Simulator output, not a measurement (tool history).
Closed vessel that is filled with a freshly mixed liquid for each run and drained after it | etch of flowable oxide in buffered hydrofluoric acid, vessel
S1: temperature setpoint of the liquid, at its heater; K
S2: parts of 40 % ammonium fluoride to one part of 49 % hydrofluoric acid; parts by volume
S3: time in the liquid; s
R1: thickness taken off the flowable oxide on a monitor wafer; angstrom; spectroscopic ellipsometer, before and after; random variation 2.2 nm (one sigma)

Run 1, day 0.000: S1 295.15 K, S2 11.0 parts by volume, S3 85 s. Result: R1 1731.1 angstrom.
Run 2, day 0.208: S1 296.15 K, S2 11.0 parts by volume, S3 85 s. Result: R1 1854.5 angstrom.
Run 3, day 0.333: S1 296.65 K, S2 11.0 parts by volume, S3 85 s. Result: R1 1910.4 angstrom.
Run 4, day 0.700: S1 296.65 K, S2 11.0 parts by volume, S3 95 s. Result: R1 2110.9 angstrom.
Run 5, day 0.854: S1 296.65 K, S2 8.5 parts by volume, S3 95 s. Result: R1 2677.0 angstrom.
Run 6, day 1.088: S1 296.15 K, S2 8.5 parts by volume, S3 95 s. Result: R1 2596.6 angstrom.

The next listed run, before its measurement:
Run 7, day 1.308: S1 295.65 K, S2 8.5 parts by volume, S3 95 s. Result: R1 ?.

R1: 2477.4 angstrom
